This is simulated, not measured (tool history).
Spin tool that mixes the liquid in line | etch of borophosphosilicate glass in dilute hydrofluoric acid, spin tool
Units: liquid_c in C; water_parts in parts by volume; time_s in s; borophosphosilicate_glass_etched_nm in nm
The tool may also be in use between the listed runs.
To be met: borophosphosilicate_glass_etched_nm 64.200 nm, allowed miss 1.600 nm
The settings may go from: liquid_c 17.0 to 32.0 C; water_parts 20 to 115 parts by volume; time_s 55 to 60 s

run	hour	liquid_c	water_parts	time_s	borophosphosilicate_glass_etched_nm
1	0.0	24.0	65	55	32.278
2	3.3	24.0	85	55	23.946
3	9.4	26.5	70	55	32.805
4	15.5	29.0	70	55	36.265
5	16.8	29.0	70	55	36.138
6	19.3	30.0	60	55	44.353
7	25.3	30.5	55	55	49.946
8	30.9	32.0	40	55	74.829
9	32.0	31.0	40	55	71.750
10	38.5	30.0	40	55	68.765
11	45.6	29.5	40	55	67.506

4 next moves are on the table. One of them brings every result within its allowed miss. Which?
A	52.7	28.0	40	55	?
B	52.7	29.0	40	60	?
C	52.7	29.5	40	60	?
D	52.7	31.5	40	55	?

move	borophosphosilicate_glass_etched_nm
A	63.634
B	72.257
C	73.712
D	73.119
A: meets every target
B: further off than the last run
C: further off than the last run
D: further off than the last run
Answer: A
